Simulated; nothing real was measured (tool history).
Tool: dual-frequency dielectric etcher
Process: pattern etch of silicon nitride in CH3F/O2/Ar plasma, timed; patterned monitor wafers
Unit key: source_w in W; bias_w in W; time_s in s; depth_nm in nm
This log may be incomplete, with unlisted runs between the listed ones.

{"run": 1, "day": 0.0, "source_w": 440, "bias_w": 69, "time_s": 25.5, "depth_nm": 18.487}
{"run": 2, "day": 0.029, "source_w": 390, "bias_w": 69, "time_s": 25.5, "depth_nm": 17.564}
{"run": 3, "day": 0.267, "source_w": 380, "bias_w": 68, "time_s": 25.5, "depth_nm": 17.018}
{"run": 4, "day": 0.417, "source_w": 370, "bias_w": 68, "time_s": 25.5, "depth_nm": 16.922}
{"run": 5, "day": 0.546, "source_w": 360, "bias_w": 68, "time_s": 25.5, "depth_nm": 16.521}
{"run": 6, "day": 0.883, "source_w": 440, "bias_w": 68, "time_s": 25.5, "depth_nm": 18.426}
{"run": 7, "day": 1.008, "source_w": 420, "bias_w": 68, "time_s": 25.5, "depth_nm": 17.925}

Run 8 is up next; what results do you expect?
{"run": 8, "day": 1.138, "source_w": 410, "bias_w": 68, "time_s": 25.5, "depth_nm": "?"}

{"run 8": {"depth_nm": 17.743}}
